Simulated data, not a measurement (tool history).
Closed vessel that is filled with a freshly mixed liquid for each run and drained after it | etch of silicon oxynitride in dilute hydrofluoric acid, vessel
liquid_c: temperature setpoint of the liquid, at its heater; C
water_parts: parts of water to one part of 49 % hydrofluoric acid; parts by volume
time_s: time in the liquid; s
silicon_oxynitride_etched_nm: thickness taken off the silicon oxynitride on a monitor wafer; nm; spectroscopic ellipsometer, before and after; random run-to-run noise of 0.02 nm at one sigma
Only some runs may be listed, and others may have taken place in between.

{"run": 1, "hour": 0.0, "liquid_c": 21.0, "water_parts": 55, "time_s": 30, "silicon_oxynitride_etched_nm": 2.0452}
{"run": 2, "hour": 3.9, "liquid_c": 21.0, "water_parts": 35, "time_s": 30, "silicon_oxynitride_etched_nm": 3.2455}
{"run": 3, "hour": 10.8, "liquid_c": 21.0, "water_parts": 20, "time_s": 30, "silicon_oxynitride_etched_nm": 5.6991}
{"run": 4, "hour": 19.7, "liquid_c": 21.0, "water_parts": 20, "time_s": 30, "silicon_oxynitride_etched_nm": 5.7296}
{"run": 5, "hour": 21.1, "liquid_c": 20.0, "water_parts": 20, "time_s": 30, "silicon_oxynitride_etched_nm": 5.4648}
{"run": 6, "hour": 24.7, "liquid_c": 19.5, "water_parts": 20, "time_s": 30, "silicon_oxynitride_etched_nm": 5.318}
{"run": 7, "hour": 31.8, "liquid_c": 19.0, "water_parts": 20, "time_s": 30, "silicon_oxynitride_etched_nm": 5.1963}
{"run": 8, "hour": 32.9, "liquid_c": 18.5, "water_parts": 20, "time_s": 30, "silicon_oxynitride_etched_nm": 5.0302}

Run 9 has not been measured yet. What should we expect?
{"run": 9, "hour": 40.1, "liquid_c": 18.5, "water_parts": 20, "time_s": 30, "silicon_oxynitride_etched_nm": "?"}

{"run 9": {"silicon_oxynitride_etched_nm": 5.0912}}
